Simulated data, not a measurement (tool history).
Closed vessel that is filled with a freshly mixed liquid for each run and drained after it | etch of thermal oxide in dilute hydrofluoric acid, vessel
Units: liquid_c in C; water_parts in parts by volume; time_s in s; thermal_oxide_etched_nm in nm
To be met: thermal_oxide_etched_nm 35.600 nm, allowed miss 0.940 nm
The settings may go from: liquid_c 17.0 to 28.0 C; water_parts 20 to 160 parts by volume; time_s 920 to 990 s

run 1 hour=0.0 | liquid_c=20.0 water_parts=90 time_s=920 | thermal_oxide_etched_nm=39.480
run 2 hour=3.7 | liquid_c=20.0 water_parts=90 time_s=920 | thermal_oxide_etched_nm=39.085
run 3 hour=9.7 | liquid_c=20.0 water_parts=90 time_s=920 | thermal_oxide_etched_nm=39.433
run 4 hour=11.5 | liquid_c=19.5 water_parts=90 time_s=920 | thermal_oxide_etched_nm=38.847
run 5 hour=19.2 | liquid_c=19.0 water_parts=90 time_s=920 | thermal_oxide_etched_nm=38.188
run 6 hour=23.1 | liquid_c=19.0 water_parts=115 time_s=920 | thermal_oxide_etched_nm=28.645
run 7 hour=31.9 | liquid_c=20.0 water_parts=115 time_s=920 | thermal_oxide_etched_nm=30.131
run 8 hour=37.7 | liquid_c=20.5 water_parts=115 time_s=920 | thermal_oxide_etched_nm=30.676
run 9 hour=44.5 | liquid_c=21.0 water_parts=115 time_s=920 | thermal_oxide_etched_nm=31.124
run 10 hour=52.6 | liquid_c=25.0 water_parts=115 time_s=920 | thermal_oxide_etched_nm=36.655

Which of these 4 next moves meets every target?
run A hour=60.7 | liquid_c=27.5 water_parts=130 time_s=990 | thermal_oxide_etched_nm=?
run B hour=60.7 | liquid_c=24.0 water_parts=115 time_s=940 | thermal_oxide_etched_nm=?
run C hour=60.7 | liquid_c=22.5 water_parts=105 time_s=960 | thermal_oxide_etched_nm=?
run D hour=60.7 | liquid_c=24.5 water_parts=110 time_s=950 | thermal_oxide_etched_nm=?

move=A thermal_oxide_etched_nm=37.736
move=B thermal_oxide_etched_nm=36.083
move=C thermal_oxide_etched_nm=38.487
move=D thermal_oxide_etched_nm=39.114
A: further off than the last run
B: meets every target
C: further off than the last run
D: further off than the last run
Move B is the one to make.

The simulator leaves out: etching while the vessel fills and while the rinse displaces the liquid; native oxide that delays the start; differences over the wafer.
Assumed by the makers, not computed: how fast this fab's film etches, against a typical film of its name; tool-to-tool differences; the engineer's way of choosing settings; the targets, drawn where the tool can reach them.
